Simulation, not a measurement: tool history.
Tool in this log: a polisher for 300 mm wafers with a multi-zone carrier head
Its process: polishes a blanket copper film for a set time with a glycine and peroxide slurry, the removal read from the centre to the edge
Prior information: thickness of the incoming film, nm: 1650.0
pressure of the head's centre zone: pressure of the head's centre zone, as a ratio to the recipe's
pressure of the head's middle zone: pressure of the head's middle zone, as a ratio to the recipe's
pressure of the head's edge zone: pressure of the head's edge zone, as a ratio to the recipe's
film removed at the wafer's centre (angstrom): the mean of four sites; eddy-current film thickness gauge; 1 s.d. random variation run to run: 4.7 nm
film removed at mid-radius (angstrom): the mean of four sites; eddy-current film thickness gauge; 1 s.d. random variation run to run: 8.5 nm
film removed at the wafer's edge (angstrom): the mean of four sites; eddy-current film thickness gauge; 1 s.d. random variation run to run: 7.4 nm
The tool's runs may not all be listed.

| run | hour | flow of slurry (ml/min) | pressure of the head's centre zone | pressure of the head's middle zone | pressure of the head's edge zone | polishing time (s) | film removed at the wafer's centre (angstrom) | film removed at mid-radius (angstrom) | film removed at the wafer's edge (angstrom) |
|---|---|---|---|---|---|---|---|---|---|
| 1 | 0 | 205 | 1 | 1 | 1 | 85 | 4562.9 | 4440.3 | 4605.1 |
| 2 | 2.2 | 205 | 1.08 | 1 | 1 | 85 | 4864.6 | 4467.4 | 4604.4 |
| 3 | 5.6 | 215 | 1.09 | 1.03 | 1.01 | 90 | 5279.4 | 4971.7 | 4892.1 |
| 4 | 14 | 215 | 1.09 | 0.96 | 1.01 | 90 | 5316.6 | 4573.9 | 5046.6 |
| 5 | 14.9 | 215 | 1.09 | 0.96 | 1.04 | 90 | 5328.1 | 4622.3 | 5109.4 |
|  | 17.2 | slurry nozzle cleaned |
| 6 | 17.2 | 215 | 1.12 | 0.96 | 1.04 | 90 | 5596.6 | 4879.2 | 5151.7 |

Expected results for the next run?
| 7 | 22.9 | 265 | 1.19 | 1.06 | 1.14 | 108 | ? | ? | ? |

Logged for run 7: film removed at the wafer's centre (angstrom) 7392.1, film removed at mid-radius (angstrom) 6670.1, film removed at the wafer's edge (angstrom) 6622.2.

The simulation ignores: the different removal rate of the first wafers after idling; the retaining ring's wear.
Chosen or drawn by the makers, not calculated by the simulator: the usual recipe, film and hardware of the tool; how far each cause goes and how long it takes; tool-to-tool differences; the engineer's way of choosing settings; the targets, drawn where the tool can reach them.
